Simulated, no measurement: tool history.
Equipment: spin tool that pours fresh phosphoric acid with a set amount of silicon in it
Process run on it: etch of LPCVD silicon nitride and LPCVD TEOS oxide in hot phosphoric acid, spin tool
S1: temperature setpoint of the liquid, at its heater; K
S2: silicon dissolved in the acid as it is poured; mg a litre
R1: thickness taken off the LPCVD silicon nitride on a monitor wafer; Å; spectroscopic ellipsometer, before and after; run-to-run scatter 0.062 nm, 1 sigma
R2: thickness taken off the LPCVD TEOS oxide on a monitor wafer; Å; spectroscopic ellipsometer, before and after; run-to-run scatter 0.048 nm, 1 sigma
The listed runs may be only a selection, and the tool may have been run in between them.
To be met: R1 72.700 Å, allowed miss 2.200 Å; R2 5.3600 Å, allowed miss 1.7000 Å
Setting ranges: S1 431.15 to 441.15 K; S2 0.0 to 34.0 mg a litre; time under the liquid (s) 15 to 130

Run 1, hour 0.0: S1 436.15 K, S2 15.0 mg a litre, time under the liquid (s) 65. Result: R1 59.903 Å, R2 3.0727 Å.
Run 2, hour 1.1: S1 437.15 K, S2 12.5 mg a litre, time under the liquid (s) 65. Result: R1 61.631 Å, R2 3.6673 Å.
Run 3, hour 5.2: S1 437.15 K, S2 12.5 mg a litre, time under the liquid (s) 85. Result: R1 82.470 Å, R2 4.4712 Å.
Run 4, hour 9.6: S1 437.15 K, S2 12.5 mg a litre, time under the liquid (s) 100. Result: R1 95.083 Å, R2 4.7268 Å.
Run 5, hour 17.0: S1 437.15 K, S2 12.5 mg a litre, time under the liquid (s) 115. Result: R1 109.740 Å, R2 5.4097 Å.
Run 6, hour 20.9: S1 436.15 K, S2 8.5 mg a litre, time under the liquid (s) 105. Result: R1 98.271 Å, R2 5.3982 Å.
Run 7, hour 28.7: S1 435.65 K, S2 5.5 mg a litre, time under the liquid (s) 100. Result: R1 89.524 Å, R2 5.1417 Å.
Run 8, hour 34.7: S1 435.15 K, S2 3.5 mg a litre, time under the liquid (s) 95. Result: R1 84.581 Å, R2 5.5331 Å.
Run 9, hour 43.5: S1 434.65 K, S2 2.5 mg a litre, time under the liquid (s) 95. Result: R1 83.696 Å, R2 5.0440 Å.
At hour 44.1: heated supply line repaired.
Run 10, hour 44.1: S1 434.65 K, S2 1.5 mg a litre, time under the liquid (s) 90. Result: R1 83.807 Å, R2 5.1770 Å.
Run 11, hour 51.4: S1 434.65 K, S2 1.0 mg a litre, time under the liquid (s) 85. Result: R1 78.580 Å, R2 5.6633 Å.
Run 12, hour 59.7: S1 434.65 K, S2 0.5 mg a litre, time under the liquid (s) 85. Result: R1 78.850 Å, R2 5.7214 Å.

Which single option among these 4 for the next run brings every result within its allowed miss of target? Just one does.
Run A, hour 68.0: S1 432.15 K, S2 7.0 mg a litre, time under the liquid (s) 105. Result: R1 ?, R2 ?.
Run B, hour 68.0: S1 432.65 K, S2 25.0 mg a litre, time under the liquid (s) 95. Result: R1 ?, R2 ?.
Run C, hour 68.0: S1 434.15 K, S2 0.0 mg a litre, time under the liquid (s) 80. Result: R1 ?, R2 ?.
Run D, hour 68.0: S1 434.15 K, S2 0.0 mg a litre, time under the liquid (s) 90. Result: R1 ?, R2 ?.

move      R1      R2
   A  89.972  4.4177
   B  82.786  2.5927
   C  73.313  4.4728
   D  82.477  5.0319
A: misses by more than the last run did
B: misses by more than the last run did
C: every result within its allowed miss
D: misses by more than the last run did
So the answer is move C, the one that meets all the targets.
